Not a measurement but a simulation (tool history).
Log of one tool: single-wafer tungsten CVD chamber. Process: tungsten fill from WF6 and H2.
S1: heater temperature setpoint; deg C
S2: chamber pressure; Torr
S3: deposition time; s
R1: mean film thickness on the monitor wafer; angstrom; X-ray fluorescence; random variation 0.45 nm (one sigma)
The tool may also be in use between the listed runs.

{"run": 1, "day": 0.0, "S1": 400, "S2": 47.9, "S3": 41.6, "R1": 1522.1}
{"run": 2, "day": 0.05, "S1": 400, "S2": 47.9, "S3": 41.6, "R1": 1512.9}
{"run": 3, "day": 0.233, "S1": 392, "S2": 47.9, "S3": 41.6, "R1": 1319.6}
{"run": 4, "day": 0.417, "S1": 394, "S2": 48, "S3": 41.6, "R1": 1373.8}
{"run": 5, "day": 0.708, "S1": 396, "S2": 48.1, "S3": 41.6, "R1": 1418.1}
{"run": 6, "day": 0.838, "S1": 386, "S2": 48.1, "S3": 41.6, "R1": 1201.3}
{"run": 7, "day": 0.912, "S1": 389, "S2": 48.3, "S3": 41.6, "R1": 1268.6}
{"run": 8, "day": 1.158, "S1": 389, "S2": 48.3, "S3": 41.6, "R1": 1266.1}

Run 9 comes next. What will it give?
{"run": 9, "day": 1.388, "S1": 392, "S2": 48.5, "S3": 41.6, "R1": "?"}

{"run 9": {"R1": 1335.1}}
